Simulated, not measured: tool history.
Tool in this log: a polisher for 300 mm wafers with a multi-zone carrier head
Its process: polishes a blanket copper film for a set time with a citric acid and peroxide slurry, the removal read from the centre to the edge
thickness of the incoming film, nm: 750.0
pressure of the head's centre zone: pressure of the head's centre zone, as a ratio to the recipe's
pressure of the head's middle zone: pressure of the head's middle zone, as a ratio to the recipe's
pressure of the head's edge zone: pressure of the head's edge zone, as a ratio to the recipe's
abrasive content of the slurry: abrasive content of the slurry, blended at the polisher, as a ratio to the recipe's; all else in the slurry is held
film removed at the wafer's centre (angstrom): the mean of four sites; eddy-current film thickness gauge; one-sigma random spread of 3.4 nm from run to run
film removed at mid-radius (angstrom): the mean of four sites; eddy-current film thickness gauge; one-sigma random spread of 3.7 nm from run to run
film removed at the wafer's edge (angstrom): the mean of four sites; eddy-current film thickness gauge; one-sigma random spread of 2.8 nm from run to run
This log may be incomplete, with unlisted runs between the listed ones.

run,hour,flow of slurry (ml/min),pressure of the head's centre zone,pressure of the head's middle zone,pressure of the head's edge zone,abrasive content of the slurry,polishing time (s),film removed at the wafer's centre (angstrom),film removed at mid-radius (angstrom),film removed at the wafer's edge (angstrom)
1,0,215,1,1,1,1,85,2417.4,2698.6,2679.8
2,2.4,225,1,1.01,1.04,1.15,89,2645.9,2919.5,2937.1
3,4,185,1,1.01,1.04,1.15,89,2522.3,2860.6,2863
4,6.8,185,1,1.01,1.07,1.15,89,2557.9,2837,2867.1
5,13.6,185,1,1.01,1.12,1.15,89,2603,2832.3,2955.4
6,17.3,185,1,1.07,1.12,1.15,89,2534.4,3003.2,2968.6
7,20.3,235,1.02,1.07,1.19,1.4,107,3359,3863.1,3898.9

Expected results for the next run?
# hour 25.4: centre zone pressure recalibrated
8,25.4,240,1.02,1.07,1.19,1.4,107,?,?,?

{"run 8": {"film removed at the wafer's centre (angstrom)": 3584, "film removed at mid-radius (angstrom)": 3819.6, "film removed at the wafer's edge (angstrom)": 3886.7}}

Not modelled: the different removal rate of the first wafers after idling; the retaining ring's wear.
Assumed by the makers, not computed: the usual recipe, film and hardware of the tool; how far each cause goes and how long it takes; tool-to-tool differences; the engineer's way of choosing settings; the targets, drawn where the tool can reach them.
